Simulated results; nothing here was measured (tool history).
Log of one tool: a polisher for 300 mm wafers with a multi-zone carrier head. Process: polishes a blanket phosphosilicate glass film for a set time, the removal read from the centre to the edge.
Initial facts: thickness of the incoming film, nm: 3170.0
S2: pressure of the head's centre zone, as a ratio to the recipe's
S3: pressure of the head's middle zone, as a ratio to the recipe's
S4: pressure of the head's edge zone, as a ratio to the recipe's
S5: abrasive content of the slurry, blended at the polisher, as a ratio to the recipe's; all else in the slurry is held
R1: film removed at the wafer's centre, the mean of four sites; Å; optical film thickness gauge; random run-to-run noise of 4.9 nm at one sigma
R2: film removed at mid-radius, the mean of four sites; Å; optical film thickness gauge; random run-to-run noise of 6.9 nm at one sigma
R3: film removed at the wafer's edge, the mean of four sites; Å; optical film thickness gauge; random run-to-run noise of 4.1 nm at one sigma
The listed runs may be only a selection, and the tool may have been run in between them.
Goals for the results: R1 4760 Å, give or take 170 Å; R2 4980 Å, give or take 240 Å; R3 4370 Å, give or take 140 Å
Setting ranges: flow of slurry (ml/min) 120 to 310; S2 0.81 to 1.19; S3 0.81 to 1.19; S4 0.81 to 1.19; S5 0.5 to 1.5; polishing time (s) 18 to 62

Run 1, hour 0: flow of slurry (ml/min) 200, S2 1, S3 1, S4 1, S5 1, polishing time (s) 40. Result: R1 3269 Å, R2 3288.2 Å, R3 3279.4 Å.
Run 2, hour 9: flow of slurry (ml/min) 200, S2 1, S3 1, S4 1, S5 1.1, polishing time (s) 40. Result: R1 3400.9 Å, R2 3573.9 Å, R3 3437 Å.
Run 3, hour 11.3: flow of slurry (ml/min) 200, S2 1.08, S3 1, S4 1, S5 1.1, polishing time (s) 40. Result: R1 3611.5 Å, R2 3488.8 Å, R3 3439.6 Å.
Run 4, hour 17.7: flow of slurry (ml/min) 240, S2 1.08, S3 1, S4 1, S5 1.1, polishing time (s) 40. Result: R1 3786.9 Å, R2 3648.2 Å, R3 3504.5 Å.
At hour 20.7: centre zone pressure recalibrated.
Run 5, hour 20.7: flow of slurry (ml/min) 240, S2 1.08, S3 0.97, S4 1, S5 1.1, polishing time (s) 40. Result: R1 4058.8 Å, R2 3587.5 Å, R3 3518.3 Å.
Run 6, hour 23: flow of slurry (ml/min) 240, S2 1.05, S3 0.97, S4 1, S5 1.1, polishing time (s) 40. Result: R1 3954.1 Å, R2 3553.3 Å, R3 3515.8 Å.
Run 7, hour 30.1: flow of slurry (ml/min) 255, S2 1.06, S3 0.99, S4 1.01, S5 1.2, polishing time (s) 40. Result: R1 4115.6 Å, R2 3781.1 Å, R3 3664.9 Å.
Run 8, hour 32.4: flow of slurry (ml/min) 260, S2 1.07, S3 1.02, S4 1.01, S5 1.3, polishing time (s) 41. Result: R1 4470.6 Å, R2 4044.5 Å, R3 3870.1 Å.

Which one of the following 4 next-run settings gets every result inside its allowed miss? There is exactly one.
Run A, hour 34.7: flow of slurry (ml/min) 245, S2 1.02, S3 0.95, S4 1.11, S5 1.35, polishing time (s) 45. Result: R1 ?, R2 ?, R3 ?.
Run B, hour 34.7: flow of slurry (ml/min) 285, S2 1.08, S3 0.94, S4 1.07, S5 1.35, polishing time (s) 37. Result: R1 ?, R2 ?, R3 ?.
Run C, hour 34.7: flow of slurry (ml/min) 170, S2 1.01, S3 1.16, S4 1.02, S5 1.2, polishing time (s) 49. Result: R1 ?, R2 ?, R3 ?.
Run D, hour 34.7: flow of slurry (ml/min) 310, S2 1, S3 1.1, S4 0.95, S5 1.3, polishing time (s) 47. Result: R1 ?, R2 ?, R3 ?.

move      R1      R2      R3
   A  4648.3  4319.8  4504.9
   B  4127.5    3582  3685.4
   C  4500.6  5032.5  4296.3
   D  4834.6  5171.7  4376.3
A: closes in on the targets versus the last run, not all within tolerance yet
B: the biggest miss grows against the last run
C: the furthest-off result lands on target, but another misses its tolerance
D: each result inside its tolerance
Correct choice: D, which meets every target
